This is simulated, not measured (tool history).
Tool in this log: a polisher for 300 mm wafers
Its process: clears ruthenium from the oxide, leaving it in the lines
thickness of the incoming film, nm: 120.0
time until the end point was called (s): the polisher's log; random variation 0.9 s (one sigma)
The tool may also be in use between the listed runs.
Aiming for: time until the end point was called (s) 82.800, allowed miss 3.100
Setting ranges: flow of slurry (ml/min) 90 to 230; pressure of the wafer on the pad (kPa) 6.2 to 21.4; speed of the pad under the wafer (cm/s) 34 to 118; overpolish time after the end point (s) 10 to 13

| run | day | flow of slurry (ml/min) | pressure of the wafer on the pad (kPa) | speed of the pad under the wafer (cm/s) | overpolish time after the end point (s) | time until the end point was called (s) |
|---|---|---|---|---|---|---|
| 1 | 0.000 | 150 | 13.8 | 76 | 13 | 135.390 |
| 2 | 0.167 | 150 | 11.7 | 76 | 13 | 159.760 |
| 3 | 0.242 | 150 | 11.7 | 62 | 13 | 194.000 |
| 4 | 0.488 | 155 | 14.5 | 64 | 13 | 152.910 |
| 5 | 0.538 | 155 | 14.5 | 48 | 13 | 199.230 |
| 6 | 0.912 | 155 | 14.5 | 34 | 13 | 273.550 |
|  | 1.279 | slurry nozzle cleaned |
| 7 | 1.279 | 175 | 18.6 | 54 | 13 | 129.400 |
| 8 | 1.492 | 210 | 21.4 | 64 | 13 | 94.203 |
| 9 | 1.517 | 210 | 21.4 | 66 | 13 | 90.998 |
| 10 | 1.846 | 210 | 21.4 | 68 | 13 | 91.257 |
| 11 | 2.100 | 210 | 21.4 | 70 | 13 | 88.567 |
| 12 | 2.196 | 210 | 21.4 | 70 | 13 | 88.282 |

Consider the 4 candidate settings below. Which is the only one whose results all fall within their allowed miss of target?
| A | 2.292 | 230 | 21.4 | 64 | 10 | ? |
| B | 2.292 | 210 | 21.4 | 82 | 13 | ? |
| C | 2.292 | 190 | 21.4 | 74 | 10 | ? |
| D | 2.292 | 210 | 21.4 | 80 | 13 | ? |

| move | time until the end point was called (s) |
|---|---|
| A | 93.947 |
| B | 74.727 |
| C | 83.679 |
| D | 76.542 |
A: its largest miss is bigger than the last run's
B: pushes the last run's worst result past its target
C: every result within its allowed miss
D: pushes the last run's worst result past its target
The move that meets every target is C.
